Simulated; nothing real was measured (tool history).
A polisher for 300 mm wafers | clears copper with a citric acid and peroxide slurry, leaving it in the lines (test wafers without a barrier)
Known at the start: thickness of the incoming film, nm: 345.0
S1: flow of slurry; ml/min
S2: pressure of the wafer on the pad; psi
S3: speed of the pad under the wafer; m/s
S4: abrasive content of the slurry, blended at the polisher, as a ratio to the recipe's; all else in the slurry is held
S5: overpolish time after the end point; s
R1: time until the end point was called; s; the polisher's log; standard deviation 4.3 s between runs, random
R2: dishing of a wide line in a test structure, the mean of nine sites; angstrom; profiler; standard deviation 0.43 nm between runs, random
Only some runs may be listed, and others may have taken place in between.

run  hour   S1   S2    S3  S4  S5      R1      R2
  1     0  140  2.5  1.18   1  17  184.63  226.52
  2   1.9  135  2.3  1.18   1  19  191.67  231.84
  3   7.5  135  2.3  1.44   1  19   161.8  276.09
  4  10.1  135    2  1.42   1  21  180.76  265.96
  5  16.6  135  1.8   1.4   1  23  199.41  269.54
  6    21  135  1.7   1.4   1  24   211.8  264.65
  7  26.8  135  1.6   1.4   1  25   224.9  267.27

For run 8, what comes out?
  8  28.5  135  1.5  1.4   1  25   ?   ?

Run 8 measured R1 223.37 s, R2 254.76 angstrom.
